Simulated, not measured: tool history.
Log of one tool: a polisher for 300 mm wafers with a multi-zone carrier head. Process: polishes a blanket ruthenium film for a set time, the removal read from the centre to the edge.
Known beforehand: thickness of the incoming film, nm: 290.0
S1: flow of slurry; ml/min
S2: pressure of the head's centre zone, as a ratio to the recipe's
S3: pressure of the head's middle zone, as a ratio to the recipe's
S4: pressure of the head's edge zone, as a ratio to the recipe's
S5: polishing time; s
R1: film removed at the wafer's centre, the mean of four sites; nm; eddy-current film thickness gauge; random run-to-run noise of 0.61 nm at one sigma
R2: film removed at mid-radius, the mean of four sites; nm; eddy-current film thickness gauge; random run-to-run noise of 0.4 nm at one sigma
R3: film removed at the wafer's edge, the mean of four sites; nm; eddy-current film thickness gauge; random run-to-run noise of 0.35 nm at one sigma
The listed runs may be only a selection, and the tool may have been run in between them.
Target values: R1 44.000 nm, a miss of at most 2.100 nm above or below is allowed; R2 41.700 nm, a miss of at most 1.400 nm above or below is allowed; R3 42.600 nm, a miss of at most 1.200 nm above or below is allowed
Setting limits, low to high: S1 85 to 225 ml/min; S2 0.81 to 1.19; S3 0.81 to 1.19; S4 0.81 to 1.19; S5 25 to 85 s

run,hour,S1,S2,S3,S4,S5,R1,R2,R3
1,0.0,145,1.00,1.00,1.00,55,34.903,35.088,34.326
2,3.2,160,1.02,1.01,1.05,56,35.860,36.915,36.507
3,10.2,160,1.02,0.98,1.05,56,36.260,36.206,36.056
4,14.2,165,1.05,0.98,1.08,58,38.379,37.461,38.210
5,16.5,165,1.09,0.98,1.08,58,39.551,37.772,38.262
6,17.9,165,1.13,0.98,1.08,58,41.202,37.181,38.489
7,26.3,175,1.14,0.99,1.10,58,40.502,38.459,38.174
8,31.5,180,1.14,0.98,1.11,59,41.273,38.303,39.383
9,34.9,180,1.14,0.99,1.12,60,43.168,39.017,40.198

Next run, 4 choices. One meets every target within its allowed miss, the rest don't. Which?
A,38.3,180,1.05,1.04,0.95,65,?,?,?
B,38.3,190,1.17,1.04,1.10,60,?,?,?
C,38.3,125,1.15,1.04,1.10,60,?,?,?
D,38.3,160,1.11,0.99,1.13,64,?,?,?

move,R1,R2,R3
A,43.742,43.746,40.912
B,44.406,40.715,40.196
C,39.766,37.383,37.792
D,43.900,40.424,42.417
A: moves toward the targets from the last run without getting all of them in spec
B: no better and no worse than the last run
C: lands further from the targets than the last run did
D: in spec on every target
D is the move that brings every result within its allowed miss.
